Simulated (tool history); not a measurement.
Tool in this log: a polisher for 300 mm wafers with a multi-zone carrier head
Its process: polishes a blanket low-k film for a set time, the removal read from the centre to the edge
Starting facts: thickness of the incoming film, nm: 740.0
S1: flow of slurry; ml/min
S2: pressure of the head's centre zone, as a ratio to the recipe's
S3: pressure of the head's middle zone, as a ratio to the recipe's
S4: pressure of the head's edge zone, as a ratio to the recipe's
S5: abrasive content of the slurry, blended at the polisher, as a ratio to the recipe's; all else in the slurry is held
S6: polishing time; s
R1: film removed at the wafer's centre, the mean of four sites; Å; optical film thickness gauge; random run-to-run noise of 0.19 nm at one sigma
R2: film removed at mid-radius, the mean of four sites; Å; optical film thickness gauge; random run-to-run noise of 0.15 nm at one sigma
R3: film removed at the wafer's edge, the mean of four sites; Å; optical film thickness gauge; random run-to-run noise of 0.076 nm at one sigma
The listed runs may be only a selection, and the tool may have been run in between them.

{"run": 1, "hour": 0.0, "S1": 270, "S2": 1.0, "S3": 1.0, "S4": 1.0, "S5": 1.0, "S6": 74, "R1": 190.01, "R2": 198.28, "R3": 190.98}
{"run": 2, "hour": 0.6, "S1": 270, "S2": 1.01, "S3": 0.99, "S4": 0.98, "S5": 0.9, "S6": 72, "R1": 184.43, "R2": 183.45, "R3": 175.61}
{"run": 3, "hour": 7.7, "S1": 270, "S2": 1.01, "S3": 0.94, "S4": 0.98, "S5": 0.9, "S6": 72, "R1": 180.88, "R2": 173.33, "R3": 175.95}
{"run": 4, "hour": 10.3, "S1": 215, "S2": 1.01, "S3": 0.94, "S4": 0.98, "S5": 0.9, "S6": 72, "R1": 174.89, "R2": 164.36, "R3": 172.21}
{"run": 5, "hour": 16.0, "S1": 215, "S2": 1.01, "S3": 0.94, "S4": 1.05, "S5": 0.9, "S6": 72, "R1": 173.35, "R2": 166.47, "R3": 176.52}
{"run": 6, "hour": 18.7, "S1": 215, "S2": 1.01, "S3": 0.99, "S4": 1.05, "S5": 0.9, "S6": 72, "R1": 169.7, "R2": 178.7, "R3": 175.24}
{"run": 7, "hour": 22.9, "S1": 215, "S2": 1.02, "S3": 0.99, "S4": 1.03, "S5": 0.85, "S6": 70, "R1": 165.2, "R2": 166.46, "R3": 166.87}
{"run": 8, "hour": 31.0, "S1": 225, "S2": 1.03, "S3": 1.0, "S4": 1.01, "S5": 0.8, "S6": 68, "R1": 155.88, "R2": 158.0, "R3": 153.15}
{"run": 9, "hour": 33.3, "S1": 220, "S2": 1.04, "S3": 1.0, "S4": 0.99, "S5": 0.75, "S6": 68, "R1": 152.99, "R2": 154.78, "R3": 149.92}
{"run": 10, "hour": 40.3, "S1": 265, "S2": 1.14, "S3": 1.01, "S4": 0.89, "S5": 0.5, "S6": 54, "R1": 111.17, "R2": 99.215, "R3": 90.098}
{"run": 11, "hour": 41.4, "S1": 270, "S2": 1.15, "S3": 1.02, "S4": 0.92, "S5": 0.55, "S6": 54, "R1": 117.83, "R2": 108.4, "R3": 98.029}
{"run": 12, "hour": 48.1, "S1": 280, "S2": 1.16, "S3": 1.02, "S4": 0.94, "S5": 0.55, "S6": 54, "R1": 116.91, "R2": 105.26, "R3": 99.313}

For run 13, what comes out?
{"run": 13, "hour": 52.2, "S1": 280, "S2": 1.16, "S3": 1.02, "S4": 0.94, "S5": 0.6, "S6": 54, "R1": "?", "R2": "?", "R3": "?"}

Run 13 came out at R1 123.36 Å, R2 111.200 Å, R3 103.590 Å.
